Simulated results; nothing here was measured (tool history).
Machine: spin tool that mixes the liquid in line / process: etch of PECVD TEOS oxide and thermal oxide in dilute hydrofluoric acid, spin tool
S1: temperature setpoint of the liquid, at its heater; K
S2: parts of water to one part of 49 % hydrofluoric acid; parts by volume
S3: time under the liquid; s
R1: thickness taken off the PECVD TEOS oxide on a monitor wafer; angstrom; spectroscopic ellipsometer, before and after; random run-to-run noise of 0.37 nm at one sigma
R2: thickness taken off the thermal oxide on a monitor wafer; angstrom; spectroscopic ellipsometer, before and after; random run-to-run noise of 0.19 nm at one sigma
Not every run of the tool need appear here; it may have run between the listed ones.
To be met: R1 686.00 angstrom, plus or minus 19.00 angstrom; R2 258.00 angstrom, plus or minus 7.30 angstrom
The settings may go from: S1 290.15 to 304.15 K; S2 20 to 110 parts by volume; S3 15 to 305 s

| run | day | S1 | S2 | S3 | R1 | R2 |
|---|---|---|---|---|---|---|
| 1 | 0.000 | 296.15 | 60 | 155 | 325.13 | 121.74 |
| 2 | 0.167 | 297.65 | 55 | 155 | 377.89 | 143.53 |
| 3 | 0.362 | 298.65 | 50 | 155 | 435.62 | 162.30 |
| 4 | 0.704 | 300.15 | 50 | 155 | 457.60 | 173.49 |
| 5 | 0.858 | 300.15 | 30 | 155 | 793.80 | 301.40 |
| 6 | 0.912 | 300.15 | 30 | 105 | 540.36 | 202.74 |
| 7 | 1.196 | 304.15 | 25 | 105 | 759.56 | 287.11 |
| 8 | 1.358 | 303.65 | 25 | 105 | 751.52 | 280.10 |

Next run, 4 choices. One meets every target within its allowed miss, the rest don't. Which?
| A | 1.521 | 304.15 | 20 | 70 | ? | ? |
| B | 1.521 | 304.15 | 35 | 125 | ? | ? |
| C | 1.521 | 302.65 | 40 | 165 | ? | ? |
| D | 1.521 | 298.15 | 35 | 180 | ? | ? |

| move | R1 | R2 |
|---|---|---|
| A | 640.55 | 242.03 |
| B | 637.76 | 240.97 |
| C | 688.64 | 260.20 |
| D | 720.56 | 272.26 |
A: moves the result that the last run missed by most past its target, out the other side
B: moves the result that the last run missed by most past its target, out the other side
C: every result lands within tolerance
D: nearer the targets than the last run, but a result is still out of spec
Answer: C

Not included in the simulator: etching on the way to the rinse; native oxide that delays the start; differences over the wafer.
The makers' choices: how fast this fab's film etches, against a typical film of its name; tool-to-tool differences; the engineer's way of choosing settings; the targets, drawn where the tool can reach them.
